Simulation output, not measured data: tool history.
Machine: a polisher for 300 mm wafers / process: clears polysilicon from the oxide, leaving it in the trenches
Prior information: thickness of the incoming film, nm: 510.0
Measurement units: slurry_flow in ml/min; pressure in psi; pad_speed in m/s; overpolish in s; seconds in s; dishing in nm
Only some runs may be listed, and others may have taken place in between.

| run | hour | slurry_flow | pressure | pad_speed | overpolish | seconds | dishing |
|---|---|---|---|---|---|---|---|
| 1 | 0.0 | 125 | 2.2 | 0.82 | 10 | 49.118 | 44.462 |
| 2 | 5.1 | 125 | 2.2 | 0.82 | 14 | 49.617 | 47.798 |
| 3 | 13.6 | 125 | 2.2 | 0.82 | 10 | 49.897 | 45.375 |
| 4 | 15.1 | 125 | 2.2 | 0.88 | 10 | 46.343 | 44.511 |
| 5 | 16.4 | 125 | 2.2 | 0.88 | 7 | 46.603 | 39.714 |
| 6 | 19.6 | 140 | 2.2 | 0.88 | 7 | 46.940 | 40.315 |
| 7 | 26.5 | 140 | 2.0 | 0.88 | 7 | 50.161 | 39.256 |
| 8 | 32.6 | 140 | 1.8 | 0.88 | 7 | 55.476 | 36.228 |
| 9 | 35.6 | 140 | 1.7 | 0.86 | 8 | 59.331 | 37.534 |
| 10 | 43.7 | 140 | 1.6 | 0.86 | 8 | 64.420 | 38.261 |

For run 11, what comes out?
| 11 | 47.5 | 140 | 1.5 | 0.86 | 8 | ? | ? |

seconds: 67.641 s
dishing: 35.100 nm

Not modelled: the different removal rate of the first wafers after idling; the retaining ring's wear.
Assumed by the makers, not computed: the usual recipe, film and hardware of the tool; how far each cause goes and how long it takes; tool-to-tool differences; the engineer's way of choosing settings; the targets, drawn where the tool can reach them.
